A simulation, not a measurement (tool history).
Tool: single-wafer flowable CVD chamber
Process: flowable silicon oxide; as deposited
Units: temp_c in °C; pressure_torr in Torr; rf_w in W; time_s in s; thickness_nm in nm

{"run": 1, "hour": 0.0, "temp_c": 100, "pressure_torr": 0.669, "rf_w": 1565, "time_s": 364, "thickness_nm": 148.03}
{"run": 2, "hour": 5.9, "temp_c": 102, "pressure_torr": 0.669, "rf_w": 1565, "time_s": 364, "thickness_nm": 137.64}
{"run": 3, "hour": 7.5, "temp_c": 94, "pressure_torr": 0.669, "rf_w": 1565, "time_s": 364, "thickness_nm": 185.97}
{"run": 4, "hour": 12.0, "temp_c": 97, "pressure_torr": 0.669, "rf_w": 1565, "time_s": 364, "thickness_nm": 167.49}
{"run": 5, "hour": 15.7, "temp_c": 100, "pressure_torr": 0.669, "rf_w": 1565, "time_s": 364, "thickness_nm": 148.24}
{"run": 6, "hour": 20.9, "temp_c": 100, "pressure_torr": 0.669, "rf_w": 1750, "time_s": 364, "thickness_nm": 152.8}
{"run": 7, "hour": 25.7, "temp_c": 112, "pressure_torr": 0.667, "rf_w": 1750, "time_s": 364, "thickness_nm": 98.732}
{"run": 8, "hour": 29.1, "temp_c": 113, "pressure_torr": 0.667, "rf_w": 1750, "time_s": 364, "thickness_nm": 95.826}
{"run": 9, "hour": 37.4, "temp_c": 114, "pressure_torr": 0.667, "rf_w": 1750, "time_s": 364, "thickness_nm": 93.456}
{"run": 10, "hour": 40.0, "temp_c": 115, "pressure_torr": 0.667, "rf_w": 1750, "time_s": 364, "thickness_nm": 89.836}
{"run": 11, "hour": 41.5, "temp_c": 116, "pressure_torr": 0.667, "rf_w": 1750, "time_s": 364, "thickness_nm": 87.116}
{"run": 12, "hour": 48.2, "temp_c": 117, "pressure_torr": 0.667, "rf_w": 1750, "time_s": 364, "thickness_nm": 84.968}
{"run": 13, "hour": 49.5, "temp_c": 118, "pressure_torr": 0.667, "rf_w": 1750, "time_s": 364, "thickness_nm": 81.677}
{"run": 14, "hour": 52.1, "temp_c": 120, "pressure_torr": 0.667, "rf_w": 1750, "time_s": 364, "thickness_nm": 76.565}

Run 15 comes next. What will it give?
{"run": 15, "hour": 54.9, "temp_c": 121, "pressure_torr": 0.667, "rf_w": 1750, "time_s": 364, "thickness_nm": "?"}

{"run 15": {"thickness_nm": 74.471}}
